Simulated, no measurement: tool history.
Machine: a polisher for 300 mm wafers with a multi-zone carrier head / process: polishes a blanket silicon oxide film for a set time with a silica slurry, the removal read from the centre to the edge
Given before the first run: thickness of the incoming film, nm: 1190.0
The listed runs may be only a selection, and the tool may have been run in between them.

run  hour  flow of slurry (ml/min)  pressure of the head's centre zone  pressure of the head's middle zone  pressure of the head's edge zone  abrasive content of the slurry  polishing time (s)  film removed at the wafer's centre (Å)  film removed at mid-radius (Å)  film removed at the wafer's edge (Å)
  1     0                      230                                   1                                   1                                 1                               1                  48                                  1278.9                          1228.3                                1262.3
  2   5.7                      230                                1.08                                   1                                 1                               1                  48                                  1344.7                          1224.8                                1249.5
  3  11.3                      240                                 1.1                                1.01                              1.02                             1.1                  50                                  1516.9                          1343.1                                1371.4
  4  14.2                      245                                 1.1                                1.03                              1.04                            1.15                  52                                  1605.9                          1448.7                                1438.2
  5    18                      285                                 1.1                                1.03                              1.04                            1.15                  52                                  1621.6                          1454.3                                1507.9
  6    25                      285                                 1.1                                1.03                              1.04                            1.15                  46                                  1431.1                          1292.5                                1352.7

Expected results for the next run?
  7    31                      330                                1.19                                1.13                              1.14                             1.4                  60                                       ?                               ?                                     ?

Run 7 came out at film removed at the wafer's centre (Å) 2206.6, film removed at mid-radius (Å) 1946.9, film removed at the wafer's edge (Å) 1904.9.
